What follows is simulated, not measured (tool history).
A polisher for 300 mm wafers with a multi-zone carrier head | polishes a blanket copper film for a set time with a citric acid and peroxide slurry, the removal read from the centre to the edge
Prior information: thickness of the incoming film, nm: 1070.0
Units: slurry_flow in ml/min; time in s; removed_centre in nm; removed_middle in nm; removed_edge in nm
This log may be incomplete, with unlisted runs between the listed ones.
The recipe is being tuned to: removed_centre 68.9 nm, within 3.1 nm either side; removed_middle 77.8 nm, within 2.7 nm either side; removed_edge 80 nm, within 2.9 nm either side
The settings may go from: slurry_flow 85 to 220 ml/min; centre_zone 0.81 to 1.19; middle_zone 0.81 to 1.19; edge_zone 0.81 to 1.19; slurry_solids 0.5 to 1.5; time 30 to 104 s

run  hour  slurry_flow  centre_zone  middle_zone  edge_zone  slurry_solids  time  removed_centre  removed_middle  removed_edge
  1     0          140            1            1          1              1    67          111.51           112.4        106.79
  2   5.5          135         0.98         0.99       0.99           0.95    66           106.5          106.92        103.03
  3  11.7          135         0.98         0.99       0.99           0.95    79          128.44          132.77        123.51
  4  14.4          130         0.96         0.98       0.99            0.9    76          118.47          120.52        116.66
  5  22.9          130         0.96         0.98       0.91            0.9    76          118.27          123.92        110.92
  6  29.2          130         0.96         0.98       0.85            0.9    76          121.17           121.9        109.13
  7  33.8          125         0.94         0.97       0.86           0.85    74          110.22          113.67        104.28
  8  35.3          120         0.92         0.96       0.86            0.8    73          102.46          109.79        100.11
  9  40.3          115         0.91         0.94       0.86           0.75    72          98.432          101.89        96.301
 10  44.5          110          0.9         0.94       0.87            0.7    71           94.43           96.37        90.838
 11  53.3          110         0.89         0.94        0.9            0.7    70          87.569          95.638        93.719
 12  59.9          110         0.88         0.93       0.89           0.65    70          87.415          93.638        90.649
 13  67.9          105         0.87         0.93       0.89           0.65    69          84.335          91.843        88.573
 14  76.8          105         0.86         0.92       0.89           0.65    69          82.209          91.607         86.25
     79.1  -- edge zone pressure recalibrated
 15  79.1          105         0.86         0.92       0.89           0.65    69          83.243          88.778        93.094

Which of these 5 next moves meets every target?
  A  81.4          125         1.05         0.81       0.81           0.95    56               ?               ?             ?
  B  81.4           85         0.86         0.96        0.9            0.5    66               ?               ?             ?
  C  81.4          130         0.82          0.9       0.99            0.7    57               ?               ?             ?
  D  81.4          115         0.83         0.98       0.91           0.55    62               ?               ?             ?
  E  81.4          105         0.82         1.19       0.84            0.5    73               ?               ?             ?

move  removed_centre  removed_middle  removed_edge
   A          96.498          77.901        83.943
   B          68.796          78.957        78.954
   C          69.993          79.017        85.248
   D          69.045          82.876        80.429
   E           75.97          109.07        86.648
A: further off than the last run
B: hits every target within its allowed miss
C: the worst result of the last run now meets its target, but another is out of spec
D: the worst result of the last run now meets its target, but another is out of spec
E: further off than the last run
Move B is the one to make.
